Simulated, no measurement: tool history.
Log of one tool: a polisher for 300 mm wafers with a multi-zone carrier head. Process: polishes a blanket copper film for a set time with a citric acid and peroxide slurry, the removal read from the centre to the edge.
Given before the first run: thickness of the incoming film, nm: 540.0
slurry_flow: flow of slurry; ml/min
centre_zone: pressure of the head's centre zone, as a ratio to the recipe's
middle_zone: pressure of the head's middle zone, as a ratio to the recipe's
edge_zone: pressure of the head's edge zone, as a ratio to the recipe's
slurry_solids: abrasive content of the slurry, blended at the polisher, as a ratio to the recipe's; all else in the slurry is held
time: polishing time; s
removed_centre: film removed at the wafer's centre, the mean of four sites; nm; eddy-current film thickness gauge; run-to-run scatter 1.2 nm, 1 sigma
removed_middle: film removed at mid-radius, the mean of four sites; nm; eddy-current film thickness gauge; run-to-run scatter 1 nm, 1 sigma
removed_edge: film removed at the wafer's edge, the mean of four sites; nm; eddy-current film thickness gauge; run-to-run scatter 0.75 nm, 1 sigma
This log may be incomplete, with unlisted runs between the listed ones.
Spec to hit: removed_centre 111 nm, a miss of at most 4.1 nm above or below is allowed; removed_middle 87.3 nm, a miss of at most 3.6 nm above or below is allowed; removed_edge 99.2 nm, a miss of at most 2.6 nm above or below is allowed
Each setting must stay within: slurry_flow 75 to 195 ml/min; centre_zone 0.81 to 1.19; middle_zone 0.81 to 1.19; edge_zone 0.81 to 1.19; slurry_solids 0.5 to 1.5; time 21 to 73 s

{"run": 1, "day": 0.0, "slurry_flow": 125, "centre_zone": 1, "middle_zone": 1, "edge_zone": 1, "slurry_solids": 1, "time": 47, "removed_centre": 84.228, "removed_middle": 81.107, "removed_edge": 82.147}
{"run": 2, "day": 0.046, "slurry_flow": 135, "centre_zone": 1.03, "middle_zone": 0.98, "edge_zone": 1.04, "slurry_solids": 1.05, "time": 47, "removed_centre": 91.06, "removed_middle": 81.538, "removed_edge": 86.11}
{"run": 3, "day": 0.108, "slurry_flow": 145, "centre_zone": 1.04, "middle_zone": 0.97, "edge_zone": 1.07, "slurry_solids": 1.05, "time": 47, "removed_centre": 92.877, "removed_middle": 83.999, "removed_edge": 88.605}
{"run": 4, "day": 0.2, "slurry_flow": 145, "centre_zone": 1.04, "middle_zone": 1, "edge_zone": 1.07, "slurry_solids": 1.05, "time": 47, "removed_centre": 93.56, "removed_middle": 85.417, "removed_edge": 88.791}
{"run": 5, "day": 0.267, "slurry_flow": 145, "centre_zone": 1.04, "middle_zone": 1.03, "edge_zone": 1.07, "slurry_solids": 1.05, "time": 47, "removed_centre": 91.857, "removed_middle": 86.767, "removed_edge": 87.554}
{"run": 6, "day": 0.438, "slurry_flow": 145, "centre_zone": 1.04, "middle_zone": 1.03, "edge_zone": 1.07, "slurry_solids": 1.05, "time": 43, "removed_centre": 85.29, "removed_middle": 80.756, "removed_edge": 81.338}
{"run": 7, "day": 0.775, "slurry_flow": 150, "centre_zone": 1.06, "middle_zone": 1.01, "edge_zone": 1.1, "slurry_solids": 1.1, "time": 43, "removed_centre": 87.904, "removed_middle": 79.202, "removed_edge": 83.178}
{"run": 8, "day": 0.808, "slurry_flow": 160, "centre_zone": 1.08, "middle_zone": 1, "edge_zone": 1.12, "slurry_solids": 1.2, "time": 44, "removed_centre": 95.186, "removed_middle": 84.688, "removed_edge": 88.936}
{"run": 9, "day": 1.062, "slurry_flow": 165, "centre_zone": 1.1, "middle_zone": 0.98, "edge_zone": 1.14, "slurry_solids": 1.25, "time": 44, "removed_centre": 99.157, "removed_middle": 85.274, "removed_edge": 91.364}
{"run": 10, "day": 1.412, "slurry_flow": 170, "centre_zone": 1.11, "middle_zone": 0.97, "edge_zone": 1.15, "slurry_solids": 1.25, "time": 44, "removed_centre": 99.562, "removed_middle": 85.435, "removed_edge": 91.599}

Which of these 4 next moves meets every target?
{"run": "A", "day": 1.762, "slurry_flow": 175, "centre_zone": 1.16, "middle_zone": 0.95, "edge_zone": 1.19, "slurry_solids": 1.25, "time": 46, "removed_centre": "?", "removed_middle": "?", "removed_edge": "?"}
{"run": "B", "day": 1.762, "slurry_flow": 180, "centre_zone": 1.16, "middle_zone": 0.85, "edge_zone": 1.19, "slurry_solids": 1.2, "time": 47, "removed_centre": "?", "removed_middle": "?", "removed_edge": "?"}
{"run": "C", "day": 1.762, "slurry_flow": 150, "centre_zone": 0.92, "middle_zone": 0.9, "edge_zone": 1.19, "slurry_solids": 1.2, "time": 49, "removed_centre": "?", "removed_middle": "?", "removed_edge": "?"}
{"run": "D", "day": 1.762, "slurry_flow": 170, "centre_zone": 1.09, "middle_zone": 0.88, "edge_zone": 1.17, "slurry_solids": 1.1, "time": 51, "removed_centre": "?", "removed_middle": "?", "removed_edge": "?"}

move=A removed_centre=112.96 removed_middle=86.879 removed_edge=97.89
move=B removed_centre=114.69 removed_middle=80.448 removed_edge=99.414
move=C removed_centre=91.195 removed_middle=85.136 removed_edge=101.07
move=D removed_centre=112.97 removed_middle=86.934 removed_edge=103.67
A: in spec on every target
B: the worst result of the last run now meets its target, but another is out of spec
C: the worst result of the last run now meets its target, but another is out of spec
D: takes the result that was furthest off past its target
Answer: A
